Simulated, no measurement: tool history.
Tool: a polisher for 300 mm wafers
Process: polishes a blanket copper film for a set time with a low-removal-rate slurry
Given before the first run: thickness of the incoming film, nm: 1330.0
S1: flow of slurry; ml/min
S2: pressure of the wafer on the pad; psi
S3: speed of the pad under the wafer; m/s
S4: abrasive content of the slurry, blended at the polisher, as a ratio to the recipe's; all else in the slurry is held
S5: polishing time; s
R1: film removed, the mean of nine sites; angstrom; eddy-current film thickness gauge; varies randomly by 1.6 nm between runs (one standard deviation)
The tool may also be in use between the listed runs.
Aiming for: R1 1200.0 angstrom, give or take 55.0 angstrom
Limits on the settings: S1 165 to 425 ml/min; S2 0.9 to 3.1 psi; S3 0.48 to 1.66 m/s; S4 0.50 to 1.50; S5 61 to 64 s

{"run": 1, "hour": 0.0, "S1": 275, "S2": 2.0, "S3": 1.06, "S4": 1.0, "S5": 61, "R1": 1482.4}
{"run": 2, "hour": 8.5, "S1": 275, "S2": 1.9, "S3": 1.06, "S4": 1.0, "S5": 61, "R1": 1438.5}
{"run": 3, "hour": 14.8, "S1": 275, "S2": 1.9, "S3": 1.06, "S4": 1.0, "S5": 64, "R1": 1488.3}
{"run": 4, "hour": 20.1, "S1": 275, "S2": 1.9, "S3": 1.06, "S4": 0.8, "S5": 64, "R1": 1469.1}
{"run": 5, "hour": 20.9, "S1": 275, "S2": 1.9, "S3": 1.24, "S4": 0.8, "S5": 64, "R1": 1655.7}
{"run": 6, "hour": 25.3, "S1": 275, "S2": 1.9, "S3": 1.24, "S4": 0.9, "S5": 64, "R1": 1708.8}
{"run": 7, "hour": 26.5, "S1": 275, "S2": 1.7, "S3": 1.22, "S4": 0.9, "S5": 64, "R1": 1545.2}
{"run": 8, "hour": 33.2, "S1": 275, "S2": 1.5, "S3": 1.22, "S4": 0.9, "S5": 64, "R1": 1435.1}
{"run": 9, "hour": 38.0, "S1": 275, "S2": 1.4, "S3": 1.22, "S4": 0.9, "S5": 64, "R1": 1336.9}

5 next moves are on the table. One of them brings every result within its allowed miss. Which?
{"run": "A", "hour": 42.8, "S1": 235, "S2": 1.5, "S3": 1.42, "S4": 0.9, "S5": 61, "R1": "?"}
{"run": "B", "hour": 42.8, "S1": 290, "S2": 1.4, "S3": 1.32, "S4": 0.95, "S5": 64, "R1": "?"}
{"run": "C", "hour": 42.8, "S1": 295, "S2": 1.3, "S3": 1.2, "S4": 1.0, "S5": 61, "R1": "?"}
{"run": "D", "hour": 42.8, "S1": 315, "S2": 1.5, "S3": 1.2, "S4": 0.9, "S5": 64, "R1": "?"}
{"run": "E", "hour": 42.8, "S1": 310, "S2": 0.9, "S3": 1.6, "S4": 1.25, "S5": 62, "R1": "?"}

move=A R1=1519.3
move=B R1=1447.7
move=C R1=1202.4
move=D R1=1386.3
move=E R1=1310.6
A: moves away from the targets compared with the last run
B: moves away from the targets compared with the last run
C: in spec on every target
D: moves away from the targets compared with the last run
E: gains on the last run, yet a result remains outside its allowed miss
The right move is C.
